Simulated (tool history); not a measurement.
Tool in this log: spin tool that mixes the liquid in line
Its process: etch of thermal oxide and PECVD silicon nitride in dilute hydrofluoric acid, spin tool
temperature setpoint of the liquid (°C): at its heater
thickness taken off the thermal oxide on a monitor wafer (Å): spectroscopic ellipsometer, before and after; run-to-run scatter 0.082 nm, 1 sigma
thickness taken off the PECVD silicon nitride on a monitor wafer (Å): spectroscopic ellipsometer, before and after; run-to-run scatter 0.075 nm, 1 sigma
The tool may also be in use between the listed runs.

| run | day | temperature setpoint of the liquid (°C) | parts of water to one part of 49 % hydrofluoric acid (parts by volume) | time under the liquid (s) | thickness taken off the thermal oxide on a monitor wafer (Å) | thickness taken off the PECVD silicon nitride on a monitor wafer (Å) |
|---|---|---|---|---|---|---|
| 1 | 0.000 | 22.0 | 100 | 180 | 72.869 | 26.931 |
| 2 | 0.242 | 22.0 | 100 | 135 | 54.989 | 20.657 |
| 3 | 0.383 | 22.0 | 100 | 75 | 30.361 | 11.541 |
| 4 | 0.475 | 22.0 | 100 | 145 | 58.597 | 22.022 |
| 5 | 0.554 | 22.0 | 80 | 145 | 74.910 | 26.760 |
| 6 | 0.725 | 20.0 | 80 | 145 | 68.823 | 24.194 |
| 7 | 0.950 | 24.0 | 40 | 145 | 172.250 | 60.420 |
| 8 | 1.108 | 24.0 | 55 | 160 | 135.480 | 49.301 |

Run 9 comes next. What will it give?
| 9 | 1.308 | 24.5 | 55 | 160 | ? | ? |

{"run 9": {"thickness taken off the thermal oxide on a monitor wafer (Å)": 139.71, "thickness taken off the PECVD silicon nitride on a monitor wafer (Å)": 52.682}}
